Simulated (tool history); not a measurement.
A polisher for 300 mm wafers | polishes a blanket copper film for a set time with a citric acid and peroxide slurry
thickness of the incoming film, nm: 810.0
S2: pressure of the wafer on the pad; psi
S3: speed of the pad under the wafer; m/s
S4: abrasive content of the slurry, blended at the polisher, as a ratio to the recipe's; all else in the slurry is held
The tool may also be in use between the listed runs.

run 1 hour=0 | flow_of_slurry_(ml/min)=310 S2=3.2 S3=1.08 S4=1 polishing_time_(s)=47 | film_removed_(angstrom)=1108.5
run 2 hour=3.6 | flow_of_slurry_(ml/min)=310 S2=3.1 S3=1.08 S4=1 polishing_time_(s)=47 | film_removed_(angstrom)=1090.4
run 3 hour=8 | flow_of_slurry_(ml/min)=310 S2=3.1 S3=1.08 S4=1.2 polishing_time_(s)=47 | film_removed_(angstrom)=1123.4
run 4 hour=11.9 | flow_of_slurry_(ml/min)=310 S2=3.1 S3=1.2 S4=1.2 polishing_time_(s)=47 | film_removed_(angstrom)=1232
run 5 hour=13.6 | flow_of_slurry_(ml/min)=310 S2=3.1 S3=1 S4=1.2 polishing_time_(s)=47 | film_removed_(angstrom)=1051.9
run 6 hour=17.8 | flow_of_slurry_(ml/min)=310 S2=3.1 S3=0.82 S4=1.2 polishing_time_(s)=47 | film_removed_(angstrom)=932.42
run 7 hour=19.8 | flow_of_slurry_(ml/min)=310 S2=3.1 S3=0.82 S4=1.2 polishing_time_(s)=47 | film_removed_(angstrom)=927.93

Forecast run 8:
run 8 hour=22.1 | flow_of_slurry_(ml/min)=310 S2=3.1 S3=0.82 S4=1.2 polishing_time_(s)=47 | film_removed_(angstrom)=?

Run 8 gave film removed (angstrom) 925.59.

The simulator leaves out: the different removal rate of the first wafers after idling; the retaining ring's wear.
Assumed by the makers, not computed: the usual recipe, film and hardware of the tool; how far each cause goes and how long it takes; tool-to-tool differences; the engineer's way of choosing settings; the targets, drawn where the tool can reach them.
